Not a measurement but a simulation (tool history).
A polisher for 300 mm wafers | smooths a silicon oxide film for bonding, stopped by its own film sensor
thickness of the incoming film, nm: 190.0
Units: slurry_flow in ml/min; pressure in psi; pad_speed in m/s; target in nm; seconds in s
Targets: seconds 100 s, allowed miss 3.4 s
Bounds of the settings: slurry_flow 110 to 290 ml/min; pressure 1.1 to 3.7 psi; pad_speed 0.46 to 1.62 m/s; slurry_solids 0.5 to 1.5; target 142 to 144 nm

| run | hour | slurry_flow | pressure | pad_speed | slurry_solids | target | seconds |
|---|---|---|---|---|---|---|---|
| 1 | 0 | 185 | 2.4 | 1.04 | 1 | 144 | 65.012 |
| 2 | 6.6 | 185 | 2.4 | 1.04 | 0.9 | 144 | 66.484 |
| 3 | 14.6 | 185 | 2.2 | 1.04 | 0.9 | 144 | 72.848 |
| 4 | 21.1 | 185 | 2.2 | 1.04 | 0.8 | 144 | 76.33 |
|  | 26.3 | worn pad replaced by a new one |
| 5 | 26.3 | 185 | 2.5 | 1.04 | 0.8 | 144 | 58.764 |
| 6 | 31.6 | 185 | 2.5 | 1.04 | 0.8 | 142 | 61.876 |
| 7 | 33.6 | 170 | 1.9 | 1 | 0.8 | 142 | 84.418 |
| 8 | 38.6 | 185 | 1.9 | 1 | 0.8 | 142 | 81.919 |
| 9 | 44.6 | 175 | 1.8 | 1 | 0.8 | 142 | 88.357 |
| 10 | 47.6 | 175 | 1.7 | 1 | 0.8 | 142 | 92.63 |

Which of these 4 next moves meets every target?
| A | 50.6 | 200 | 1.9 | 0.74 | 0.85 | 142 | ? |
| B | 50.6 | 180 | 1.9 | 0.88 | 1 | 142 | ? |
| C | 50.6 | 170 | 1.9 | 1.02 | 0.8 | 143 | ? |
| D | 50.6 | 205 | 1.5 | 1.18 | 0.9 | 142 | ? |

| move | seconds |
|---|---|
| A | 99.24 |
| B | 85.873 |
| C | 82.145 |
| D | 89.317 |
A: meets every target
B: further off than the last run
C: further off than the last run
D: further off than the last run
Move A is the one to make.

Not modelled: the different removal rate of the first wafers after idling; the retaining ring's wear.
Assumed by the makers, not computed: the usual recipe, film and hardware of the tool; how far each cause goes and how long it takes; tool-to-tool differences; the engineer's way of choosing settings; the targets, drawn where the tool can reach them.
